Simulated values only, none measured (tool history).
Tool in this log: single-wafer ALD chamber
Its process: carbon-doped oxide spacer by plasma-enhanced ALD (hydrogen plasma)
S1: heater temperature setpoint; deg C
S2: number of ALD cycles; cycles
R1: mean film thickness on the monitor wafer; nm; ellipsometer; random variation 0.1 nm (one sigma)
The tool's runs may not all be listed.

Run 1, hour 0: S1 395 deg C, S2 405 cycles. Result: R1 21.018 nm.
Run 2, hour 2.2: S1 395 deg C, S2 383 cycles. Result: R1 19.832 nm.
Run 3, hour 8.5: S1 399 deg C, S2 383 cycles. Result: R1 19.956 nm.
Run 4, hour 13.9: S1 395 deg C, S2 383 cycles. Result: R1 20.118 nm.
Run 5, hour 19.3: S1 391 deg C, S2 383 cycles. Result: R1 19.875 nm.
Run 6, hour 23.1: S1 382 deg C, S2 383 cycles. Result: R1 20.229 nm.
Run 7, hour 26.8: S1 382 deg C, S2 366 cycles. Result: R1 19.208 nm.

The next listed run, before its measurement:
Run 8, hour 30.1: S1 382 deg C, S2 356 cycles. Result: R1 ?.

For run 8 the tool returned R1 18.49 nm.

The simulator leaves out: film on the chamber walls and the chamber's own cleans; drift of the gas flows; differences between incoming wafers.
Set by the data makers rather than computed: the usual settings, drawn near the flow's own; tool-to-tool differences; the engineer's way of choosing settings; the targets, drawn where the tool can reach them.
